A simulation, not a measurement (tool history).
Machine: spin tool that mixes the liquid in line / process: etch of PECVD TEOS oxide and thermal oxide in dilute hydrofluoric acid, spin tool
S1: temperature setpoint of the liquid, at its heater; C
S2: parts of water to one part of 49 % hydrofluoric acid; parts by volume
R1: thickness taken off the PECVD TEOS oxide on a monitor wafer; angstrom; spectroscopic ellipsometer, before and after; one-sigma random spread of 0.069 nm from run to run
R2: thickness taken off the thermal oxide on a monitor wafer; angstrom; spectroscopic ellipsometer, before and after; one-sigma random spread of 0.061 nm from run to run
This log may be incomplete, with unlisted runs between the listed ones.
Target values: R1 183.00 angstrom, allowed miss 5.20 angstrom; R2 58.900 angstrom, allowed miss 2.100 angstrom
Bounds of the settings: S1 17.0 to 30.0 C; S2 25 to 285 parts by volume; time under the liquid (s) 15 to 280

{"run": 1, "hour": 0.0, "S1": 22.0, "S2": 155, "time under the liquid (s)": 145, "R1": 112.68, "R2": 35.907}
{"run": 2, "hour": 1.5, "S1": 24.0, "S2": 150, "time under the liquid (s)": 145, "R1": 125.87, "R2": 40.473}
{"run": 3, "hour": 5.0, "S1": 25.5, "S2": 145, "time under the liquid (s)": 145, "R1": 137.7, "R2": 44.188}
{"run": 4, "hour": 6.3, "S1": 22.0, "S2": 145, "time under the liquid (s)": 145, "R1": 122.17, "R2": 39.062}
{"run": 5, "hour": 14.1, "S1": 24.0, "S2": 140, "time under the liquid (s)": 145, "R1": 136.18, "R2": 44.085}
{"run": 6, "hour": 17.4, "S1": 25.5, "S2": 135, "time under the liquid (s)": 145, "R1": 151.55, "R2": 49.358}
{"run": 7, "hour": 24.4, "S1": 26.5, "S2": 135, "time under the liquid (s)": 145, "R1": 156.16, "R2": 49.992}
{"run": 8, "hour": 25.7, "S1": 27.5, "S2": 135, "time under the liquid (s)": 145, "R1": 162.6, "R2": 52.109}
{"run": 9, "hour": 28.3, "S1": 28.0, "S2": 135, "time under the liquid (s)": 145, "R1": 166.1, "R2": 53.141}

Below are 5 possible settings for the next run. Only one of them brings all results inside the allowed miss of their targets. Which is it?
{"run": "A", "hour": 30.9, "S1": 21.5, "S2": 90, "time under the liquid (s)": 100, "R1": "?", "R2": "?"}
{"run": "B", "hour": 30.9, "S1": 27.0, "S2": 115, "time under the liquid (s)": 110, "R1": "?", "R2": "?"}
{"run": "C", "hour": 30.9, "S1": 30.0, "S2": 95, "time under the liquid (s)": 100, "R1": "?", "R2": "?"}
{"run": "D", "hour": 30.9, "S1": 25.5, "S2": 130, "time under the liquid (s)": 130, "R1": "?", "R2": "?"}
{"run": "E", "hour": 30.9, "S1": 28.0, "S2": 150, "time under the liquid (s)": 150, "R1": "?", "R2": "?"}

move=A R1=139.08 R2=45.886
move=B R1=144.23 R2=47.587
move=C R1=182.70 R2=60.279
move=D R1=139.75 R2=46.110
move=E R1=149.73 R2=49.401
A: misses by more than the last run did
B: misses by more than the last run did
C: hits every target within its allowed miss
D: misses by more than the last run did
E: misses by more than the last run did
Answer: C
